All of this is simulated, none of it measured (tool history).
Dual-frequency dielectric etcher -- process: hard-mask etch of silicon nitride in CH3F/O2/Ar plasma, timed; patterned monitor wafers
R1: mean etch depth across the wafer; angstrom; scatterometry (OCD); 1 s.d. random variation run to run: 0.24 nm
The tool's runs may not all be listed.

{"run": 1, "day": 0.0, "source power (kW)": 0.41, "bias power (kW)": 0.056, "etch time (s)": 134.0, "R1": 957.76}
{"run": 2, "day": 0.096, "source power (kW)": 0.44, "bias power (kW)": 0.056, "etch time (s)": 134.0, "R1": 990.27}
{"run": 3, "day": 0.362, "source power (kW)": 0.44, "bias power (kW)": 0.062, "etch time (s)": 134.0, "R1": 1023.2}
{"run": 4, "day": 0.446, "source power (kW)": 0.44, "bias power (kW)": 0.062, "etch time (s)": 124.0, "R1": 943.42}
{"run": 5, "day": 0.725, "source power (kW)": 0.44, "bias power (kW)": 0.062, "etch time (s)": 124.0, "R1": 946.14}
{"run": 6, "day": 0.888, "source power (kW)": 0.44, "bias power (kW)": 0.052, "etch time (s)": 124.0, "R1": 896.52}
{"run": 7, "day": 1.188, "source power (kW)": 0.46, "bias power (kW)": 0.056, "etch time (s)": 125.5, "R1": 944.78}
{"run": 8, "day": 1.362, "source power (kW)": 0.46, "bias power (kW)": 0.056, "etch time (s)": 125.5, "R1": 950.33}
{"day": 1.467, "done": "source power generator calibrated"}
{"run": 9, "day": 1.467, "source power (kW)": 0.48, "bias power (kW)": 0.059, "etch time (s)": 126.5, "R1": 975.2}
{"run": 10, "day": 1.529, "source power (kW)": 0.49, "bias power (kW)": 0.062, "etch time (s)": 128.0, "R1": 1014.3}
{"run": 11, "day": 1.633, "source power (kW)": 0.5, "bias power (kW)": 0.064, "etch time (s)": 129.0, "R1": 1042.8}
{"run": 12, "day": 1.667, "source power (kW)": 0.51, "bias power (kW)": 0.066, "etch time (s)": 129.5, "R1": 1064.3}
{"run": 13, "day": 2.038, "source power (kW)": 0.52, "bias power (kW)": 0.067, "etch time (s)": 130.0, "R1": 1083.2}

What will run 14 give?
{"run": 14, "day": 2.317, "source power (kW)": 0.53, "bias power (kW)": 0.068, "etch time (s)": 130.5, "R1": "?"}

Run 14 gave R1 1105.90 angstrom.
